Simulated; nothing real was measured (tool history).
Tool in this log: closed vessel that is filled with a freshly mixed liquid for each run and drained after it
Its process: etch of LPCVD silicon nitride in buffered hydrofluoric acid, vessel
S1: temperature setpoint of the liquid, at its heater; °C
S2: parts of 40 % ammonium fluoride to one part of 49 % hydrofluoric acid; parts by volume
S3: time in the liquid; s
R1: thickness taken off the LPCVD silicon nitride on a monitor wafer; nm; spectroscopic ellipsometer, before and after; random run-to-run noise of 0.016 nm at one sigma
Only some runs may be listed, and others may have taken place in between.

| run | hour | S1 | S2 | S3 | R1 |
|---|---|---|---|---|---|
| 1 | 0.0 | 25.0 | 7.5 | 115 | 2.6229 |
| 2 | 7.9 | 25.0 | 6.0 | 115 | 3.2344 |
| 3 | 12.1 | 25.0 | 7.0 | 115 | 2.8337 |
| 4 | 19.4 | 24.5 | 7.0 | 115 | 2.6907 |
| 5 | 28.5 | 24.5 | 5.5 | 115 | 3.3558 |
| 6 | 37.3 | 23.5 | 5.5 | 115 | 3.1959 |

For run 7, what comes out?
| 7 | 39.1 | 19.5 | 6.5 | 115 | ? |

{"run 7": {"R1": 2.2345}}
